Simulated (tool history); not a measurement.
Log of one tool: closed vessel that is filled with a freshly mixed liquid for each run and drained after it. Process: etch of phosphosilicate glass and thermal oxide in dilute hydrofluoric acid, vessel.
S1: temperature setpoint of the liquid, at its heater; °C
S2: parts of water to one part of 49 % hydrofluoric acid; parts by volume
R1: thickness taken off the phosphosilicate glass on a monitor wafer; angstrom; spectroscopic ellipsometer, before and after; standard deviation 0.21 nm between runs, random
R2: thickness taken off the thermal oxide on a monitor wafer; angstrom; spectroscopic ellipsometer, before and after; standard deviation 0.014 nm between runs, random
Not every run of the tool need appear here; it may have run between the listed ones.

Run 1, hour 0.0: S1 25.0 °C, S2 115 parts by volume, time in the liquid (s) 60. Result: R1 545.69 angstrom, R2 24.536 angstrom.
Run 2, hour 1.0: S1 21.5 °C, S2 115 parts by volume, time in the liquid (s) 60. Result: R1 479.86 angstrom, R2 21.528 angstrom.
Run 3, hour 5.7: S1 20.5 °C, S2 125 parts by volume, time in the liquid (s) 60. Result: R1 414.24 angstrom, R2 19.233 angstrom.
Run 4, hour 6.8: S1 17.0 °C, S2 125 parts by volume, time in the liquid (s) 60. Result: R1 361.70 angstrom, R2 16.076 angstrom.
Run 5, hour 14.6: S1 17.0 °C, S2 95 parts by volume, time in the liquid (s) 60. Result: R1 496.86 angstrom, R2 22.050 angstrom.
Run 6, hour 21.9: S1 17.0 °C, S2 95 parts by volume, time in the liquid (s) 40. Result: R1 321.66 angstrom, R2 14.572 angstrom.

Expected results for the next run?
Run 7, hour 31.0: S1 17.0 °C, S2 100 parts by volume, time in the liquid (s) 40. Result: R1 ?, R2 ?.

{"run 7": {"R1": 305.74, "R2": 14.093}}
